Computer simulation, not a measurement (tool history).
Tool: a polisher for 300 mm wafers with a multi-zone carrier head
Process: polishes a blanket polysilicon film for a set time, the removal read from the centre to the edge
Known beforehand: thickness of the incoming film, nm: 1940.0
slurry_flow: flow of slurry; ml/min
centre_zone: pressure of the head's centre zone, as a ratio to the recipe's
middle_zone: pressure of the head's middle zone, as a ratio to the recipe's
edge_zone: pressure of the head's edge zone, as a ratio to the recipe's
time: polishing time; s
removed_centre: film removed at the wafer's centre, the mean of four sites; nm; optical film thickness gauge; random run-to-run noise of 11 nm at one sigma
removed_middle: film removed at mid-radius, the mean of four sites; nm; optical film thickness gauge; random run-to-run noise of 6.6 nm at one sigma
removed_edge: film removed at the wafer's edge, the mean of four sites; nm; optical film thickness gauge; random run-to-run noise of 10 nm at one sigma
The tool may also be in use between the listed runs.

Run 1, day 0.000: slurry_flow 185 ml/min, centre_zone 1.00, middle_zone 1.00, edge_zone 1.00, time 86 s. Result: removed_centre 588.76 nm, removed_middle 561.60 nm, removed_edge 578.15 nm.
Run 2, day 0.138: slurry_flow 190 ml/min, centre_zone 1.01, middle_zone 1.01, edge_zone 1.03, time 91 s. Result: removed_centre 608.17 nm, removed_middle 603.98 nm, removed_edge 619.40 nm.
Run 3, day 0.229: slurry_flow 205 ml/min, centre_zone 1.01, middle_zone 1.01, edge_zone 1.03, time 91 s. Result: removed_centre 613.26 nm, removed_middle 616.75 nm, removed_edge 628.55 nm.
Run 4, day 0.258: slurry_flow 205 ml/min, centre_zone 1.01, middle_zone 1.05, edge_zone 1.03, time 91 s. Result: removed_centre 615.68 nm, removed_middle 635.49 nm, removed_edge 626.13 nm.
Run 5, day 0.575: slurry_flow 205 ml/min, centre_zone 1.03, middle_zone 1.04, edge_zone 1.04, time 96 s. Result: removed_centre 667.43 nm, removed_middle 648.80 nm, removed_edge 665.73 nm.
Run 6, day 0.812: slurry_flow 210 ml/min, centre_zone 1.04, middle_zone 1.06, edge_zone 1.05, time 100 s. Result: removed_centre 710.68 nm, removed_middle 700.74 nm, removed_edge 714.16 nm.

The next listed run, before its measurement:
Run 7, day 1.083: slurry_flow 215 ml/min, centre_zone 1.06, middle_zone 1.08, edge_zone 1.07, time 102 s. Result: removed_centre ?, removed_middle ?, removed_edge ?.

removed_centre: 730.30 nm
removed_middle: 720.73 nm
removed_edge: 731.84 nm
